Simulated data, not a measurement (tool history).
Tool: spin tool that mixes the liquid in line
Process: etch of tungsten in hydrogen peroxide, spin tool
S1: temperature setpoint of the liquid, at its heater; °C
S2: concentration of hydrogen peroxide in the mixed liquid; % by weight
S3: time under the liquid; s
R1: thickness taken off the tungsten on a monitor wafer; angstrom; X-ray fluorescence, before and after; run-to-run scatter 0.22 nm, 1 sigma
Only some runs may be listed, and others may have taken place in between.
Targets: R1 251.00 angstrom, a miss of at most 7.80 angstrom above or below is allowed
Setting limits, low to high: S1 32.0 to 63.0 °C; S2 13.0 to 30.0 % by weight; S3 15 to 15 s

run  hour    S1    S2  S3      R1
  1   0.0  47.0  25.0  15  399.76
  2   6.1  45.5  25.0  15  363.77
  3  10.2  45.5  21.0  15  330.73
  4  13.1  45.5  21.0  15  332.75
  5  22.1  44.5  21.0  15  317.12
  6  22.6  44.0  21.0  15  296.26
  7  26.9  43.5  21.0  15  292.92
  8  29.1  43.0  21.0  15  283.90
  9  34.8  43.0  21.0  15  288.35
 10  39.6  42.5  21.0  15  273.02

5 next moves are on the table. One of them brings every result within its allowed miss. Which?
  A  44.4  42.0  23.5  15   ?
  B  44.4  41.0  21.5  15   ?
  C  44.4  41.0  18.5  15   ?
  D  44.4  45.5  18.5  15   ?
  E  44.4  43.5  25.0  15   ?

move      R1
   A  280.88
   B  252.11
   C  233.86
   D  310.40
   E  318.48
A: its largest miss is bigger than the last run's
B: meets every target
C: takes the result that was furthest off past its target
D: its largest miss is bigger than the last run's
E: its largest miss is bigger than the last run's
The right move is B.
